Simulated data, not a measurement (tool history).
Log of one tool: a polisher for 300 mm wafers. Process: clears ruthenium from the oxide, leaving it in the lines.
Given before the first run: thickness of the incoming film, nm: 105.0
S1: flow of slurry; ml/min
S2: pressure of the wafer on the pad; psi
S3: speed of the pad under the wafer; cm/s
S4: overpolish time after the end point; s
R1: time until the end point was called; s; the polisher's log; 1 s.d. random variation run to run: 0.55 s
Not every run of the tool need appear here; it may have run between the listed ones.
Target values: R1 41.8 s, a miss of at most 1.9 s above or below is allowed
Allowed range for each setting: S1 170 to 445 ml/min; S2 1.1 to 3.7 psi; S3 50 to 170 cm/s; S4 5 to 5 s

run 1 hour=0 | S1=285 S2=2.4 S3=110 S4=5 | R1=55.825
run 2 hour=7.8 | S1=285 S2=2.6 S3=110 S4=5 | R1=52.244
run 3 hour=15.9 | S1=250 S2=2.6 S3=110 S4=5 | R1=54.088
run 4 hour=20.5 | S1=250 S2=2.6 S3=90 S4=5 | R1=63.724
run 5 hour=21.9 | S1=310 S2=2.6 S3=90 S4=5 | R1=62.316
run 6 hour=28 | S1=310 S2=2.9 S3=92 S4=5 | R1=58.658
run 7 hour=33.7 | S1=310 S2=3.1 S3=98 S4=5 | R1=51.85
run 8 hour=37.9 | S1=310 S2=3.3 S3=100 S4=5 | R1=49.385
run 9 hour=46.9 | S1=310 S2=3.4 S3=102 S4=5 | R1=46.967
run 10 hour=55.3 | S1=310 S2=3.5 S3=104 S4=5 | R1=45.546

5 next moves are on the table. One of them brings every result within its allowed miss. Which?
run A hour=63.7 | S1=280 S2=3.1 S3=124 S4=5 | R1=?
run B hour=63.7 | S1=440 S2=3.6 S3=92 S4=5 | R1=?
run C hour=63.7 | S1=350 S2=3.5 S3=126 S4=5 | R1=?
run D hour=63.7 | S1=405 S2=3.6 S3=96 S4=5 | R1=?
run E hour=63.7 | S1=395 S2=2.9 S3=110 S4=5 | R1=?

move=A R1=42.702
move=B R1=49.624
move=C R1=37.951
move=D R1=47.895
move=E R1=48.614
A: hits every target within its allowed miss
B: lands further from the targets than the last run did
C: takes the result that was furthest off past its target
D: lands further from the targets than the last run did
E: lands further from the targets than the last run did
A is the move that brings every result within its allowed miss.
